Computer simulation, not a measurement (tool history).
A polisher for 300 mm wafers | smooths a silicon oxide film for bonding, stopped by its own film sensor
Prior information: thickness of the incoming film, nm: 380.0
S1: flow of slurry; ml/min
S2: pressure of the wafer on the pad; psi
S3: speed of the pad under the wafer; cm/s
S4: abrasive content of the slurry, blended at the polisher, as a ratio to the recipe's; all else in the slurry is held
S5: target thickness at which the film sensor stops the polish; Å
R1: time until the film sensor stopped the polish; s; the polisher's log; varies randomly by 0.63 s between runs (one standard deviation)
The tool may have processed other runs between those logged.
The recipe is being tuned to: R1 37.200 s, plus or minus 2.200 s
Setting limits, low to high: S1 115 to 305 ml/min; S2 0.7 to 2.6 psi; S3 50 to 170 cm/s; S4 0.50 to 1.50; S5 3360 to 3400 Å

run	day	S1	S2	S3	S4	S5	R1
1	0.000	195	1.6	110	1.00	3360	65.492
2	0.254	195	1.6	110	0.80	3360	72.235
3	0.429	195	1.8	110	0.80	3360	63.545
4	0.642	195	1.4	110	0.80	3360	84.783
5	0.971	195	1.8	110	0.80	3360	67.783
6	1.062	195	1.8	110	0.95	3360	58.468
# day 1.304: worn pad replaced by a new one
7	1.304	195	1.8	110	0.95	3360	54.151
8	1.604	195	2.3	116	0.95	3360	41.874

Pick the move, out of 4, that brings all results within their allowed miss; only one does.
A	1.904	205	2.3	108	0.85	3360	?
B	1.904	170	2.2	110	1.05	3360	?
C	1.904	230	2.2	130	0.80	3400	?
D	1.904	190	2.3	116	0.90	3360	?

move	R1
A	45.543
B	43.017
C	38.096
D	42.073
A: its largest miss is bigger than the last run's
B: its largest miss is bigger than the last run's
C: all results land within tolerance of their targets
D: roughly where the last run was
Correct choice: C, which meets every target
